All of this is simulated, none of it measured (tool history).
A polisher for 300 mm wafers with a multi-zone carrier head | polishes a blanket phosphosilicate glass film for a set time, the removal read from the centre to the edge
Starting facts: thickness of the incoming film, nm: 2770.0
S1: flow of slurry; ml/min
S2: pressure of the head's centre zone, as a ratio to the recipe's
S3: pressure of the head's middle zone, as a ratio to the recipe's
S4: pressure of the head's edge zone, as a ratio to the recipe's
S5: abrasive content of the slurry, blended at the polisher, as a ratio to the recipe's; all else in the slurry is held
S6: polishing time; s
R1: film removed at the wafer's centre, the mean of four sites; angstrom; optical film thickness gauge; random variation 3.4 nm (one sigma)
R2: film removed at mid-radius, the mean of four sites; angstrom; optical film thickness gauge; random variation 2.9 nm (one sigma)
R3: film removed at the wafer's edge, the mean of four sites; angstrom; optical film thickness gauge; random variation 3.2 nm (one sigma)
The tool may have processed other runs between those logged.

{"run": 1, "day": 0.0, "S1": 295, "S2": 1.0, "S3": 1.0, "S4": 1.0, "S5": 1.0, "S6": 39, "R1": 3914.4, "R2": 4015.6, "R3": 4030.7}
{"run": 2, "day": 0.158, "S1": 295, "S2": 1.0, "S3": 0.99, "S4": 0.99, "S5": 0.95, "S6": 39, "R1": 3831.1, "R2": 3826.5, "R3": 3844.8}
{"run": 3, "day": 0.379, "S1": 295, "S2": 0.99, "S3": 0.98, "S4": 0.97, "S5": 0.9, "S6": 39, "R1": 3603.7, "R2": 3666.2, "R3": 3710.6}
{"run": 4, "day": 0.408, "S1": 295, "S2": 0.99, "S3": 0.98, "S4": 0.97, "S5": 0.9, "S6": 44, "R1": 4130.6, "R2": 4149.6, "R3": 4155.4}
{"run": 5, "day": 0.488, "S1": 295, "S2": 0.99, "S3": 0.98, "S4": 0.97, "S5": 0.9, "S6": 35, "R1": 3323.9, "R2": 3263.6, "R3": 3348.4}
{"run": 6, "day": 0.783, "S1": 295, "S2": 0.99, "S3": 0.98, "S4": 0.95, "S5": 0.9, "S6": 35, "R1": 3284.1, "R2": 3209.6, "R3": 3287.8}
{"run": 7, "day": 1.038, "S1": 295, "S2": 0.99, "S3": 0.98, "S4": 0.93, "S5": 0.9, "S6": 35, "R1": 3350.6, "R2": 3249.7, "R3": 3268.7}
{"run": 8, "day": 1.175, "S1": 295, "S2": 0.98, "S3": 0.98, "S4": 0.92, "S5": 0.9, "S6": 35, "R1": 3289.8, "R2": 3270.4, "R3": 3351.7}
{"run": 9, "day": 1.533, "S1": 290, "S2": 1.04, "S3": 1.0, "S4": 0.89, "S5": 0.65, "S6": 34, "R1": 2570.3, "R2": 2483.7, "R3": 2382.1}
{"run": 10, "day": 1.65, "S1": 295, "S2": 1.04, "S3": 1.0, "S4": 0.9, "S5": 0.65, "S6": 34, "R1": 2559.2, "R2": 2426.7, "R3": 2421.4}
{"run": 11, "day": 1.846, "S1": 320, "S2": 1.11, "S3": 1.1, "S4": 1.0, "S5": 0.85, "S6": 34, "R1": 3481.5, "R2": 3358.7, "R3": 3134.8}
{"run": 12, "day": 2.083, "S1": 315, "S2": 1.1, "S3": 1.09, "S4": 0.99, "S5": 0.85, "S6": 34, "R1": 3416.5, "R2": 3348.4, "R3": 3065.5}
{"run": 13, "day": 2.225, "S1": 310, "S2": 1.09, "S3": 1.08, "S4": 0.98, "S5": 0.85, "S6": 34, "R1": 3441.4, "R2": 3289.6, "R3": 3147.2}
{"run": 14, "day": 2.354, "S1": 310, "S2": 1.08, "S3": 1.07, "S4": 0.97, "S5": 0.85, "S6": 34, "R1": 3324.1, "R2": 3322.0, "R3": 3113.4}

Run 15 is up next; what results do you expect?
{"run": 15, "day": 2.558, "S1": 305, "S2": 1.08, "S3": 1.06, "S4": 0.96, "S5": 0.85, "S6": 34, "R1": "?", "R2": "?", "R3": "?"}

{"run 15": {"R1": 3344.0, "R2": 3266.8, "R3": 3083.2}}
